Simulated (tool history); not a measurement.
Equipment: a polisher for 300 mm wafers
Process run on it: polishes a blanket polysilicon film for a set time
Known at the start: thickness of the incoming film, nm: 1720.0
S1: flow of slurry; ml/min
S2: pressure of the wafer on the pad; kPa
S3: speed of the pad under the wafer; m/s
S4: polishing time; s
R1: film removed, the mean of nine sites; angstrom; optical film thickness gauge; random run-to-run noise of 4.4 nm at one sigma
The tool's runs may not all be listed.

run,hour,S1,S2,S3,S4,R1
1,0,165,13.1,0.94,70,4439.6
2,8.2,160,12.4,0.94,70,4136.1
3,9.6,155,11.7,0.94,70,4003.2
4,15.3,155,11,0.94,70,3868.8
5,21.5,155,11,0.76,70,3177.7
6,29.5,155,11,0.76,70,3151.9
7,35.9,155,11.7,0.76,70,3281.5
8,41.1,160,12.4,0.76,70,3379.7

For run 9, what comes out?
9,42.9,160,13.1,0.76,70,?

{"run 9": {"R1": 3520}}
